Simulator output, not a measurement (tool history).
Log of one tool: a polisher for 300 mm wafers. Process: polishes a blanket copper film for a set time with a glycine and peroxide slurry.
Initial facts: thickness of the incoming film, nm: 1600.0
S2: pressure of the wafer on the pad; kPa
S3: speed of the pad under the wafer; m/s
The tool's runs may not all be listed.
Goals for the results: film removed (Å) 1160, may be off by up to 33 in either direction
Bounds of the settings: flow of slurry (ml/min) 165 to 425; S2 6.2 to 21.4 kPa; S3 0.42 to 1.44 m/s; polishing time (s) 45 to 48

run 1 hour=0 | flow_of_slurry_(ml/min)=275 S2=13.8 S3=0.92 polishing_time_(s)=45 | film_removed_(Å)=1696.9
run 2 hour=3 | flow_of_slurry_(ml/min)=275 S2=11 S3=0.92 polishing_time_(s)=45 | film_removed_(Å)=1475.3
run 3 hour=11.5 | flow_of_slurry_(ml/min)=325 S2=11 S3=0.92 polishing_time_(s)=45 | film_removed_(Å)=1481.3
run 4 hour=13.7 | flow_of_slurry_(ml/min)=325 S2=11 S3=0.76 polishing_time_(s)=45 | film_removed_(Å)=1285.5
run 5 hour=22.1 | flow_of_slurry_(ml/min)=325 S2=11 S3=0.76 polishing_time_(s)=48 | film_removed_(Å)=1407.4
run 6 hour=26.3 | flow_of_slurry_(ml/min)=325 S2=10.3 S3=0.76 polishing_time_(s)=48 | film_removed_(Å)=1334.3
run 7 hour=29.6 | flow_of_slurry_(ml/min)=325 S2=9.7 S3=0.76 polishing_time_(s)=48 | film_removed_(Å)=1289.7
run 8 hour=36.9 | flow_of_slurry_(ml/min)=325 S2=9.7 S3=0.76 polishing_time_(s)=48 | film_removed_(Å)=1285.7
run 9 hour=45.5 | flow_of_slurry_(ml/min)=325 S2=9 S3=0.76 polishing_time_(s)=48 | film_removed_(Å)=1236.9

Which single option among these 4 for the next run brings every result within its allowed miss of target? Just one does.
run A hour=54.1 | flow_of_slurry_(ml/min)=330 S2=9 S3=0.62 polishing_time_(s)=48 | film_removed_(Å)=?
run B hour=54.1 | flow_of_slurry_(ml/min)=305 S2=8.3 S3=0.68 polishing_time_(s)=47 | film_removed_(Å)=?
run C hour=54.1 | flow_of_slurry_(ml/min)=345 S2=9 S3=0.78 polishing_time_(s)=47 | film_removed_(Å)=?
run D hour=54.1 | flow_of_slurry_(ml/min)=365 S2=9.7 S3=0.68 polishing_time_(s)=46 | film_removed_(Å)=?

move=A film_removed_(Å)=1099
move=B film_removed_(Å)=1086.4
move=C film_removed_(Å)=1243.9
move=D film_removed_(Å)=1165.3
A: moves the result that the last run missed by most past its target, out the other side
B: moves the result that the last run missed by most past its target, out the other side
C: lands further from the targets than the last run did
D: each result inside its tolerance
Go with D: it meets all targets.
